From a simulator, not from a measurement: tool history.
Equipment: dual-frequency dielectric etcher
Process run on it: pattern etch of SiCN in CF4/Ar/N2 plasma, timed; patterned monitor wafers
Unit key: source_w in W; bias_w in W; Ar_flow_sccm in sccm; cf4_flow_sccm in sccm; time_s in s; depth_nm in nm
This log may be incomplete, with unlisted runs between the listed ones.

run 1 day=0.000 | source_w=570 bias_w=67 Ar_flow_sccm=122 cf4_flow_sccm=62 time_s=94.5 | depth_nm=101.190
run 2 day=0.100 | source_w=550 bias_w=67 Ar_flow_sccm=122 cf4_flow_sccm=62 time_s=94.5 | depth_nm=97.963
run 3 day=0.442 | source_w=540 bias_w=67 Ar_flow_sccm=122 cf4_flow_sccm=62 time_s=94.5 | depth_nm=96.463
run 4 day=0.688 | source_w=530 bias_w=67 Ar_flow_sccm=122 cf4_flow_sccm=62 time_s=94.5 | depth_nm=94.226
run 5 day=0.954 | source_w=600 bias_w=67 Ar_flow_sccm=122 cf4_flow_sccm=62 time_s=94.5 | depth_nm=105.480
run 6 day=1.079 | source_w=600 bias_w=67 Ar_flow_sccm=113 cf4_flow_sccm=62 time_s=94.5 | depth_nm=105.910

What does the tool deliver on the next run?
run 7 day=1.108 | source_w=570 bias_w=67 Ar_flow_sccm=113 cf4_flow_sccm=62 time_s=94.5 | depth_nm=?

Run 7 came out at depth_nm 102.380 nm.
